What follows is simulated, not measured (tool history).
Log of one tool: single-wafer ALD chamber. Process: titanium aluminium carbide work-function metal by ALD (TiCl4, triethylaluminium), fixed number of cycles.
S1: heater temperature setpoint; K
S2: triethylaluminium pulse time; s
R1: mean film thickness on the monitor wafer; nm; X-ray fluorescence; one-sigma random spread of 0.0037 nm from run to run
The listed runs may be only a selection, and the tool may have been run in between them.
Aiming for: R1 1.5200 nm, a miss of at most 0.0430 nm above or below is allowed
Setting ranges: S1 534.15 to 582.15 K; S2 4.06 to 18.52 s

run,hour,S1,S2,R1
1,0.0,558.15,11.29,1.7939
2,7.2,565.15,11.29,1.8426
3,8.1,565.15,13.23,1.8677
4,16.7,572.15,13.23,1.9122
5,21.9,567.15,12.10,1.8604
6,27.7,577.15,12.10,1.9444
7,31.3,572.15,11.11,1.8867
8,35.9,567.15,10.24,1.8426
9,38.2,563.15,9.48,1.7931

Which of these 4 next moves meets every target?
A,40.5,534.15,7.93,?
B,40.5,548.15,8.50,?
C,40.5,547.15,8.41,?
D,40.5,545.15,9.03,?

move,R1
A,1.5270
B,1.6515
C,1.6408
D,1.6469
A: every result lands within tolerance
B: nearer the targets than the last run, but a result is still out of spec
C: nearer the targets than the last run, but a result is still out of spec
D: nearer the targets than the last run, but a result is still out of spec
Answer: A
